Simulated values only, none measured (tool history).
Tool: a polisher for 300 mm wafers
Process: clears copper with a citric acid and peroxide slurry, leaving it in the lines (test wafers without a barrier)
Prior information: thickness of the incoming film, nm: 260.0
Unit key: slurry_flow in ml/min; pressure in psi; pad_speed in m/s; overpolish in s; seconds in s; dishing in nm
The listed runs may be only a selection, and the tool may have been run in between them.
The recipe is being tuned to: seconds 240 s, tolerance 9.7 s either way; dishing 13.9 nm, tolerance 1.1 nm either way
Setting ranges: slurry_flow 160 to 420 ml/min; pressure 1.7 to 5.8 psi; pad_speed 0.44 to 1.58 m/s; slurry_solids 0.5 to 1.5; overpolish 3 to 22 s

Run 1, hour 0: slurry_flow 270 ml/min, pressure 3.7 psi, pad_speed 1 m/s, slurry_solids 1, overpolish 11 s. Result: seconds 84.065 s, dishing 22.624 nm.
Run 2, hour 9: slurry_flow 270 ml/min, pressure 3.4 psi, pad_speed 0.94 m/s, slurry_solids 1, overpolish 12 s. Result: seconds 95.803 s, dishing 22.761 nm.
Run 3, hour 13.8: slurry_flow 300 ml/min, pressure 3.4 psi, pad_speed 0.94 m/s, slurry_solids 1, overpolish 12 s. Result: seconds 94.031 s, dishing 23.105 nm.
Run 4, hour 22.4: slurry_flow 295 ml/min, pressure 3.2 psi, pad_speed 0.88 m/s, slurry_solids 1, overpolish 12 s. Result: seconds 104.62 s, dishing 19.734 nm.
Run 5, hour 30.5: slurry_flow 290 ml/min, pressure 3 psi, pad_speed 0.82 m/s, slurry_solids 1, overpolish 13 s. Result: seconds 119.08 s, dishing 19.198 nm.
At hour 34.2: worn pad replaced by a new one.
Run 6, hour 34.2: slurry_flow 290 ml/min, pressure 3.9 psi, pad_speed 0.82 m/s, slurry_solids 1, overpolish 13 s. Result: seconds 88.714 s, dishing 25.461 nm.
Run 7, hour 35.7: slurry_flow 285 ml/min, pressure 3.6 psi, pad_speed 0.78 m/s, slurry_solids 1, overpolish 14 s. Result: seconds 101.63 s, dishing 23.28 nm.
Run 8, hour 36.7: slurry_flow 280 ml/min, pressure 3.3 psi, pad_speed 0.74 m/s, slurry_solids 1, overpolish 15 s. Result: seconds 114.99 s, dishing 22.701 nm.
Run 9, hour 42.3: slurry_flow 275 ml/min, pressure 3.1 psi, pad_speed 0.7 m/s, slurry_solids 1, overpolish 15 s. Result: seconds 128.95 s, dishing 21.171 nm.
Run 10, hour 48: slurry_flow 275 ml/min, pressure 3.1 psi, pad_speed 0.7 m/s, slurry_solids 1, overpolish 15 s. Result: seconds 128.17 s, dishing 21.35 nm.

Consider the 4 candidate settings below. Which is the only one whose results all fall within their allowed miss of target?
Run A, hour 53.7: slurry_flow 270 ml/min, pressure 1.9 psi, pad_speed 0.6 m/s, slurry_solids 0.8, overpolish 18 s. Result: seconds ?, dishing ?.
Run B, hour 53.7: slurry_flow 210 ml/min, pressure 1.9 psi, pad_speed 0.58 m/s, slurry_solids 1.1, overpolish 22 s. Result: seconds ?, dishing ?.
Run C, hour 53.7: slurry_flow 180 ml/min, pressure 2.4 psi, pad_speed 0.44 m/s, slurry_solids 0.9, overpolish 20 s. Result: seconds ?, dishing ?.
Run D, hour 53.7: slurry_flow 275 ml/min, pressure 2.8 psi, pad_speed 0.44 m/s, slurry_solids 1.1, overpolish 19 s. Result: seconds ?, dishing ?.

move  seconds  dishing
   A   234.93   14.623
   B    234.7   17.543
   C   265.12   14.481
   D   211.27   17.024
A: each result inside its tolerance
B: brings the result that was furthest off to its target, and leaves another outside
C: moves the result that the last run missed by most past its target, out the other side
D: an improvement on the last run, though not all results are within tolerance
The move that meets every target is A.
